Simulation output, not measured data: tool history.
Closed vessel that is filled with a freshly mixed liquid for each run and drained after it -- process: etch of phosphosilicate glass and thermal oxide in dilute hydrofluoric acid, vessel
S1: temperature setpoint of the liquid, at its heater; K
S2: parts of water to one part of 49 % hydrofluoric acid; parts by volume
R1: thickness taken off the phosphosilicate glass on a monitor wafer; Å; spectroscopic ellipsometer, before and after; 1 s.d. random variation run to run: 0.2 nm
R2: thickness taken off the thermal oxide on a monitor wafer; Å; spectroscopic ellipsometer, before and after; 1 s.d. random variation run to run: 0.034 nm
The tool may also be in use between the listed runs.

Run 1, hour 0.0: S1 297.15 K, S2 175 parts by volume, time in the liquid (s) 60. Result: R1 508.76 Å, R2 15.334 Å.
Run 2, hour 1.1: S1 297.15 K, S2 175 parts by volume, time in the liquid (s) 80. Result: R1 675.39 Å, R2 20.178 Å.
Run 3, hour 8.5: S1 297.15 K, S2 120 parts by volume, time in the liquid (s) 80. Result: R1 1051.30 Å, R2 32.503 Å.
Run 4, hour 15.5: S1 296.15 K, S2 130 parts by volume, time in the liquid (s) 80. Result: R1 918.41 Å, R2 26.908 Å.
Run 5, hour 21.1: S1 296.15 K, S2 140 parts by volume, time in the liquid (s) 80. Result: R1 842.93 Å, R2 26.771 Å.
Run 6, hour 26.2: S1 296.15 K, S2 85 parts by volume, time in the liquid (s) 80. Result: R1 1478.30 Å, R2 46.801 Å.
Run 7, hour 29.3: S1 295.15 K, S2 100 parts by volume, time in the liquid (s) 80. Result: R1 1192.10 Å, R2 36.135 Å.
Run 8, hour 30.6: S1 294.65 K, S2 115 parts by volume, time in the liquid (s) 80. Result: R1 989.62 Å, R2 31.116 Å.
Run 9, hour 36.1: S1 294.15 K, S2 125 parts by volume, time in the liquid (s) 80. Result: R1 882.40 Å, R2 27.492 Å.
Run 10, hour 38.4: S1 293.65 K, S2 130 parts by volume, time in the liquid (s) 80. Result: R1 828.83 Å, R2 27.097 Å.
Run 11, hour 43.1: S1 293.65 K, S2 140 parts by volume, time in the liquid (s) 80. Result: R1 768.33 Å, R2 22.871 Å.
Run 12, hour 46.5: S1 293.15 K, S2 145 parts by volume, time in the liquid (s) 80. Result: R1 715.54 Å, R2 21.981 Å.
Run 13, hour 54.9: S1 292.65 K, S2 150 parts by volume, time in the liquid (s) 80. Result: R1 676.86 Å, R2 20.746 Å.
Run 14, hour 60.0: S1 292.15 K, S2 155 parts by volume, time in the liquid (s) 80. Result: R1 640.12 Å, R2 19.572 Å.
Run 15, hour 66.4: S1 291.65 K, S2 160 parts by volume, time in the liquid (s) 80. Result: R1 610.12 Å, R2 18.722 Å.
Run 16, hour 67.2: S1 291.65 K, S2 165 parts by volume, time in the liquid (s) 80. Result: R1 583.28 Å, R2 18.152 Å.
Run 17, hour 73.7: S1 291.65 K, S2 170 parts by volume, time in the liquid (s) 80. Result: R1 564.47 Å, R2 18.054 Å.
Run 18, hour 75.7: S1 291.65 K, S2 175 parts by volume, time in the liquid (s) 80. Result: R1 542.91 Å, R2 16.741 Å.
Run 19, hour 76.5: S1 291.65 K, S2 180 parts by volume, time in the liquid (s) 80. Result: R1 527.80 Å, R2 16.723 Å.

What will run 20 give?
Run 20, hour 83.8: S1 291.15 K, S2 190 parts by volume, time in the liquid (s) 80. Result: R1 ?, R2 ?.

Run 20 yielded R1 484.47 Å, R2 15.390 Å.

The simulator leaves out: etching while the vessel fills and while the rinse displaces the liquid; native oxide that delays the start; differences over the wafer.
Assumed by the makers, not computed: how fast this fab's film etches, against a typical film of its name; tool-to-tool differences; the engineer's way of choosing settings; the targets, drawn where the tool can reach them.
